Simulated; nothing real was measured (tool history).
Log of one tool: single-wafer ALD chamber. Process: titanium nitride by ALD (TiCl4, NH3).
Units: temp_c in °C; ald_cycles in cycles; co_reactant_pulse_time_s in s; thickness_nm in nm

run  hour  temp_c  ald_cycles  co_reactant_pulse_time_s  thickness_nm
  1     0     395          97                      2.47        2.3772
  2   6.9     390          97                      2.11        2.3243
  3  11.7     390          97                      1.41        2.2074
  4  13.2     400          97                      1.41        2.2555
  5  20.7     400         100                      1.41        2.3371
  6  27.5     393          99                      1.29        2.2342
  7  35.3     381          97                      0.89        1.4594
  8  41.4     385          97                      0.89        1.5227
  9  49.7     397         100                      1.68         2.355

Forecast run 10:
 10  56.4     395         100                      1.68             ?

thickness_nm: 2.3793 nm

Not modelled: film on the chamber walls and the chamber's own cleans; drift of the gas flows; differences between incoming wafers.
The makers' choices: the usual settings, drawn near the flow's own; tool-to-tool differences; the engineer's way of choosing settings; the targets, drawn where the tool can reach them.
